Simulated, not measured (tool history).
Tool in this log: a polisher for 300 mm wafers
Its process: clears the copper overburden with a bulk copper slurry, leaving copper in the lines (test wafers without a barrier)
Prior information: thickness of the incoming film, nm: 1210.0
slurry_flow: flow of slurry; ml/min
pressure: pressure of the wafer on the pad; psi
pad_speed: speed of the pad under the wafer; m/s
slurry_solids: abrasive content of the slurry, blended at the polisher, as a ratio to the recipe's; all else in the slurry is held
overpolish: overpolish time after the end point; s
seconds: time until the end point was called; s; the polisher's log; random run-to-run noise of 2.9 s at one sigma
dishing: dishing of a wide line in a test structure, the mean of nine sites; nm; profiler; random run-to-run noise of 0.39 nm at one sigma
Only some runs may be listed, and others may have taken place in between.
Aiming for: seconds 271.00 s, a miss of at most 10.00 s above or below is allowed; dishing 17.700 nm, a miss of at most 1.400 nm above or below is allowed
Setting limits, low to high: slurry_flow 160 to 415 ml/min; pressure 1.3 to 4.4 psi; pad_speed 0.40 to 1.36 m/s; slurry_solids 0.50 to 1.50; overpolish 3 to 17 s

{"run": 1, "day": 0.0, "slurry_flow": 265, "pressure": 2.8, "pad_speed": 0.88, "slurry_solids": 1.0, "overpolish": 9, "seconds": 191.31, "dishing": 42.379}
{"run": 2, "day": 0.162, "slurry_flow": 265, "pressure": 2.8, "pad_speed": 0.88, "slurry_solids": 1.0, "overpolish": 10, "seconds": 189.34, "dishing": 46.423}
{"run": 3, "day": 0.208, "slurry_flow": 265, "pressure": 2.8, "pad_speed": 0.88, "slurry_solids": 1.0, "overpolish": 14, "seconds": 192.11, "dishing": 59.067}
{"run": 4, "day": 0.292, "slurry_flow": 230, "pressure": 2.8, "pad_speed": 0.88, "slurry_solids": 1.0, "overpolish": 14, "seconds": 192.6, "dishing": 61.668}
{"run": 5, "day": 0.5, "slurry_flow": 230, "pressure": 2.8, "pad_speed": 1.02, "slurry_solids": 1.0, "overpolish": 14, "seconds": 166.75, "dishing": 64.706}
{"run": 6, "day": 0.683, "slurry_flow": 245, "pressure": 2.3, "pad_speed": 1.04, "slurry_solids": 0.9, "overpolish": 10, "seconds": 197.88, "dishing": 42.372}
{"run": 7, "day": 0.775, "slurry_flow": 225, "pressure": 2.0, "pad_speed": 1.06, "slurry_solids": 0.85, "overpolish": 8, "seconds": 226.45, "dishing": 30.589}
{"run": 8, "day": 1.017, "slurry_flow": 220, "pressure": 1.9, "pad_speed": 1.06, "slurry_solids": 0.85, "overpolish": 6, "seconds": 245.74, "dishing": 23.072}
{"run": 9, "day": 1.288, "slurry_flow": 215, "pressure": 1.8, "pad_speed": 1.06, "slurry_solids": 0.85, "overpolish": 5, "seconds": 252.57, "dishing": 18.786}
{"run": 10, "day": 1.417, "slurry_flow": 215, "pressure": 1.8, "pad_speed": 1.06, "slurry_solids": 0.85, "overpolish": 5, "seconds": 254.25, "dishing": 18.779}
{"run": 11, "day": 1.608, "slurry_flow": 205, "pressure": 1.8, "pad_speed": 1.06, "slurry_solids": 0.85, "overpolish": 5, "seconds": 254.74, "dishing": 18.115}
{"run": 12, "day": 1.771, "slurry_flow": 200, "pressure": 1.8, "pad_speed": 1.06, "slurry_solids": 0.85, "overpolish": 5, "seconds": 255.2, "dishing": 18.287}
{"run": 13, "day": 1.804, "slurry_flow": 195, "pressure": 1.8, "pad_speed": 1.06, "slurry_solids": 0.85, "overpolish": 5, "seconds": 259.83, "dishing": 18.611}

Pick the move, out of 5, that brings all results within their allowed miss; only one does.
{"run": "A", "day": 1.838, "slurry_flow": 160, "pressure": 1.5, "pad_speed": 1.24, "slurry_solids": 0.75, "overpolish": 6, "seconds": "?", "dishing": "?"}
{"run": "B", "day": 1.838, "slurry_flow": 220, "pressure": 1.7, "pad_speed": 1.04, "slurry_solids": 0.75, "overpolish": 6, "seconds": "?", "dishing": "?"}
{"run": "C", "day": 1.838, "slurry_flow": 255, "pressure": 1.7, "pad_speed": 1.12, "slurry_solids": 0.75, "overpolish": 6, "seconds": "?", "dishing": "?"}
{"run": "D", "day": 1.838, "slurry_flow": 160, "pressure": 2.2, "pad_speed": 0.9, "slurry_solids": 1.1, "overpolish": 5, "seconds": "?", "dishing": "?"}
{"run": "E", "day": 1.838, "slurry_flow": 245, "pressure": 1.6, "pad_speed": 1.1, "slurry_solids": 0.85, "overpolish": 5, "seconds": "?", "dishing": "?"}

move=A seconds=270.99 dishing=21.258
move=B seconds=276.40 dishing=20.975
move=C seconds=253.69 dishing=22.697
move=D seconds=245.18 dishing=19.958
move=E seconds=270.54 dishing=18.027
A: the worst result of the last run now meets its target, but another is out of spec
B: the worst result of the last run now meets its target, but another is out of spec
C: lands further from the targets than the last run did
D: lands further from the targets than the last run did
E: in spec on every target
Answer: E
